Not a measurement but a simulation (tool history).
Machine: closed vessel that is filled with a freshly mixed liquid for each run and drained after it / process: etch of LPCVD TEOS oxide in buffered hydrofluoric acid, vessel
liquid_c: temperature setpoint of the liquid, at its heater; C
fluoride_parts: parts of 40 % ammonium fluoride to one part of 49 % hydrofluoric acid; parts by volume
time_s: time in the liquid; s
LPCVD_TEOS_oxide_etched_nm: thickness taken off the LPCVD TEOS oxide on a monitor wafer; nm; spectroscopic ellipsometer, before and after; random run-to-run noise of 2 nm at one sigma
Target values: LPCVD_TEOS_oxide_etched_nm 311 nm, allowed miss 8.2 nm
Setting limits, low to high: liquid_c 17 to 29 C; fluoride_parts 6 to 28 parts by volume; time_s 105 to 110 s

| run | day | liquid_c | fluoride_parts | time_s | LPCVD_TEOS_oxide_etched_nm |
|---|---|---|---|---|---|
| 1 | 0 | 21 | 17 | 105 | 212.17 |
| 2 | 0.267 | 21 | 17 | 110 | 228.19 |
| 3 | 0.542 | 21 | 17 | 105 | 213.38 |
| 4 | 0.896 | 21 | 17 | 110 | 227.06 |
| 5 | 1.192 | 17.5 | 17 | 110 | 186.72 |
| 6 | 1.379 | 17.5 | 17 | 105 | 179.25 |
| 7 | 1.512 | 20.5 | 17 | 105 | 210.8 |
| 8 | 1.692 | 24.5 | 16.5 | 105 | 268.98 |
| 9 | 1.954 | 25 | 16.5 | 105 | 275.92 |
| 10 | 2.183 | 25.5 | 16.5 | 105 | 288.12 |
| 11 | 2.458 | 26 | 16.5 | 105 | 295.91 |
| 12 | 2.792 | 26.5 | 16.5 | 105 | 298.27 |

Which single option among these 4 for the next run brings every result within its allowed miss of target? Just one does.
| A | 3.125 | 27.5 | 18 | 105 | ? |
| B | 3.125 | 26.5 | 16 | 105 | ? |
| C | 3.125 | 25.5 | 15 | 110 | ? |
| D | 3.125 | 26 | 17.5 | 110 | ? |

| move | LPCVD_TEOS_oxide_etched_nm |
|---|---|
| A | 291.88 |
| B | 310.61 |
| C | 328.5 |
| D | 290.03 |
A: misses by more than the last run did
B: hits every target within its allowed miss
C: takes the biggest miss from the last run beyond its target
D: misses by more than the last run did
Move B is the one to make.

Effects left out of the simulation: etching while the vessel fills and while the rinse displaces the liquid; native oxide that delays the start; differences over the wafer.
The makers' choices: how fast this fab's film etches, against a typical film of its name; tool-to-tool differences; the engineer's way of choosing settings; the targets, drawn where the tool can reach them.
